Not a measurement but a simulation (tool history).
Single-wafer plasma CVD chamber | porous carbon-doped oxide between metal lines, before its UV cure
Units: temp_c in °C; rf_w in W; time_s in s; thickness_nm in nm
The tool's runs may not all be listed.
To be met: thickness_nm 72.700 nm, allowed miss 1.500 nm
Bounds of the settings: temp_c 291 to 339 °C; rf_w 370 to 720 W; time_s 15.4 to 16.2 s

Run 1, hour 0.0: temp_c 315 °C, rf_w 545 W, time_s 16.2 s. Result: thickness_nm 87.118 nm.
Run 2, hour 1.2: temp_c 324 °C, rf_w 545 W, time_s 16.2 s. Result: thickness_nm 83.538 nm.
Run 3, hour 10.2: temp_c 314 °C, rf_w 545 W, time_s 16.2 s. Result: thickness_nm 87.556 nm.
Run 4, hour 19.1: temp_c 308 °C, rf_w 545 W, time_s 16.2 s. Result: thickness_nm 90.081 nm.
Run 5, hour 24.8: temp_c 308 °C, rf_w 605 W, time_s 16.2 s. Result: thickness_nm 98.022 nm.
Run 6, hour 33.6: temp_c 311 °C, rf_w 590 W, time_s 16.2 s. Result: thickness_nm 94.738 nm.
Run 7, hour 38.2: temp_c 313 °C, rf_w 575 W, time_s 16.2 s. Result: thickness_nm 92.053 nm.
Run 8, hour 45.3: temp_c 315 °C, rf_w 565 W, time_s 16.2 s. Result: thickness_nm 89.633 nm.
Run 9, hour 49.7: temp_c 317 °C, rf_w 555 W, time_s 16.2 s. Result: thickness_nm 87.968 nm.
Run 10, hour 56.9: temp_c 319 °C, rf_w 545 W, time_s 16.2 s. Result: thickness_nm 85.962 nm.
Run 11, hour 57.9: temp_c 321 °C, rf_w 535 W, time_s 16.2 s. Result: thickness_nm 83.717 nm.
Run 12, hour 59.5: temp_c 323 °C, rf_w 530 W, time_s 16.2 s. Result: thickness_nm 82.220 nm.
Run 13, hour 60.2: temp_c 324 °C, rf_w 525 W, time_s 16.2 s. Result: thickness_nm 81.605 nm.
Run 14, hour 64.9: temp_c 325 °C, rf_w 520 W, time_s 16.2 s. Result: thickness_nm 80.190 nm.
Run 15, hour 68.4: temp_c 326 °C, rf_w 515 W, time_s 16.2 s. Result: thickness_nm 79.454 nm.
Run 16, hour 74.5: temp_c 337 °C, rf_w 475 W, time_s 16.1 s. Result: thickness_nm 70.133 nm.
Run 17, hour 82.7: temp_c 336 °C, rf_w 475 W, time_s 16.1 s. Result: thickness_nm 70.823 nm.

Which of these 5 next moves meets every target?
Run A, hour 90.9: temp_c 319 °C, rf_w 430 W, time_s 16.0 s. Result: thickness_nm ?.
Run B, hour 90.9: temp_c 339 °C, rf_w 490 W, time_s 15.4 s. Result: thickness_nm ?.
Run C, hour 90.9: temp_c 330 °C, rf_w 465 W, time_s 15.4 s. Result: thickness_nm ?.
Run D, hour 90.9: temp_c 337 °C, rf_w 495 W, time_s 16.0 s. Result: thickness_nm ?.
Run E, hour 90.9: temp_c 336 °C, rf_w 485 W, time_s 15.6 s. Result: thickness_nm ?.

move  thickness_nm
   A        68.531
   B        68.802
   C        68.105
   D        72.575
   E        69.882
A: further off than the last run
B: further off than the last run
C: further off than the last run
D: meets every target
E: further off than the last run
Move D is the one to make.
